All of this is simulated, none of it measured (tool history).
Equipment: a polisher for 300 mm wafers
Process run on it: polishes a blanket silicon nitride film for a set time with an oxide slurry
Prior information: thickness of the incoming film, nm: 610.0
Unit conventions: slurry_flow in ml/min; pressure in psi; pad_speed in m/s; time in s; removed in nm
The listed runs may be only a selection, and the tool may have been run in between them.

run,day,slurry_flow,pressure,pad_speed,slurry_solids,time,removed
1,0.000,290,4.8,1.00,1.0,104,78.180
2,0.325,290,5.1,1.00,1.0,104,81.252
3,0.483,250,5.1,1.00,1.0,104,81.441
4,0.633,250,5.1,0.90,1.0,104,73.988
5,0.967,250,5.5,0.90,1.0,104,78.885
6,1.054,250,5.5,1.10,1.0,104,90.768

The next listed run, before its measurement:
7,1.100,250,5.7,1.10,1.0,104,?

{"run 7": {"removed": 94.661}}
